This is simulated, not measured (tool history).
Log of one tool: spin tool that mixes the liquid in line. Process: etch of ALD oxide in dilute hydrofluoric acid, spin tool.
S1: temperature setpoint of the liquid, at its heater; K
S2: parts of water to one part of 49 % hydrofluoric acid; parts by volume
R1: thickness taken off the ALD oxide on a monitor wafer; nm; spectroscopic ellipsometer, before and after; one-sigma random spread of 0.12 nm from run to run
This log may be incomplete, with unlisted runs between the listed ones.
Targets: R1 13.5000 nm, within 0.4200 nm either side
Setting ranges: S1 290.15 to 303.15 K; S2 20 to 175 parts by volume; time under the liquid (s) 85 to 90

run 1 hour=0.0 | S1=295.15 S2=95 time_under_the_liquid_(s)=85 | R1=6.8664
run 2 hour=1.3 | S1=296.65 S2=90 time_under_the_liquid_(s)=85 | R1=7.5106
run 3 hour=3.7 | S1=296.65 S2=65 time_under_the_liquid_(s)=85 | R1=11.0430
run 4 hour=11.6 | S1=297.65 S2=65 time_under_the_liquid_(s)=85 | R1=11.5180
run 5 hour=19.0 | S1=299.15 S2=65 time_under_the_liquid_(s)=85 | R1=12.1340
run 6 hour=23.2 | S1=297.15 S2=65 time_under_the_liquid_(s)=85 | R1=11.3640
run 7 hour=26.7 | S1=298.15 S2=65 time_under_the_liquid_(s)=85 | R1=11.8930
run 8 hour=29.5 | S1=298.65 S2=65 time_under_the_liquid_(s)=85 | R1=12.0430
run 9 hour=33.0 | S1=299.15 S2=65 time_under_the_liquid_(s)=85 | R1=12.1330
run 10 hour=39.7 | S1=299.65 S2=65 time_under_the_liquid_(s)=85 | R1=12.4710
run 11 hour=42.9 | S1=300.15 S2=65 time_under_the_liquid_(s)=85 | R1=12.8040
run 12 hour=50.9 | S1=300.65 S2=65 time_under_the_liquid_(s)=85 | R1=12.8090

Consider the 5 candidate settings below. Which is the only one whose results all fall within their allowed miss of target?
run A hour=58.9 | S1=302.15 S2=65 time_under_the_liquid_(s)=90 | R1=?
run B hour=58.9 | S1=299.65 S2=70 time_under_the_liquid_(s)=90 | R1=?
run C hour=58.9 | S1=300.15 S2=60 time_under_the_liquid_(s)=90 | R1=?
run D hour=58.9 | S1=299.15 S2=65 time_under_the_liquid_(s)=85 | R1=?
run E hour=58.9 | S1=302.65 S2=70 time_under_the_liquid_(s)=90 | R1=?

move=A R1=14.2760
move=B R1=11.9290
move=C R1=14.4120
move=D R1=11.9840
move=E R1=13.4070
A: moves the result that the last run missed by most past its target, out the other side
B: further off than the last run
C: moves the result that the last run missed by most past its target, out the other side
D: further off than the last run
E: all results land within tolerance of their targets
Move E is the one to make.
